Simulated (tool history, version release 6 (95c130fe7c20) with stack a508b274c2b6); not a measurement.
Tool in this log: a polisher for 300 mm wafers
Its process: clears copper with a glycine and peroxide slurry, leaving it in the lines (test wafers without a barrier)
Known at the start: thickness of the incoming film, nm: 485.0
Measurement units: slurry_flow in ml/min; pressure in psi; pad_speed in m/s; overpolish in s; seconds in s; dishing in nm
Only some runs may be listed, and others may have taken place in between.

| run | hour | slurry_flow | pressure | pad_speed | overpolish | seconds | dishing |
|---|---|---|---|---|---|---|---|
| 1 | 0 | 230 | 2.6 | 0.98 | 25 | 108.5 | 55.073 |
| 2 | 7.9 | 230 | 2.8 | 0.98 | 25 | 103.7 | 57.562 |
| 3 | 10.3 | 265 | 2.8 | 0.98 | 25 | 101.32 | 56.027 |
| 4 | 14.8 | 265 | 2.9 | 0.98 | 25 | 101.18 | 57.078 |
| 5 | 19.2 | 265 | 2.6 | 0.98 | 25 | 107.63 | 55.217 |
| 6 | 24.6 | 265 | 2.6 | 0.98 | 19 | 105.26 | 48.458 |
| 7 | 28.4 | 265 | 2.8 | 0.98 | 20 | 101.88 | 51.335 |
| 8 | 33.5 | 265 | 3 | 0.98 | 21 | 99.494 | 54.5 |
| 9 | 37.4 | 265 | 3.2 | 1 | 21 | 89.347 | 55.168 |
| 10 | 38.3 | 265 | 3.3 | 1 | 22 | 90.288 | 56.942 |

Run 11, settings as shown, results not yet in. Your forecast:
| 11 | 45 | 265 | 3.4 | 1 | 22 | ? | ? |

{"run 11": {"seconds": 87.14, "dishing": 57.639}}

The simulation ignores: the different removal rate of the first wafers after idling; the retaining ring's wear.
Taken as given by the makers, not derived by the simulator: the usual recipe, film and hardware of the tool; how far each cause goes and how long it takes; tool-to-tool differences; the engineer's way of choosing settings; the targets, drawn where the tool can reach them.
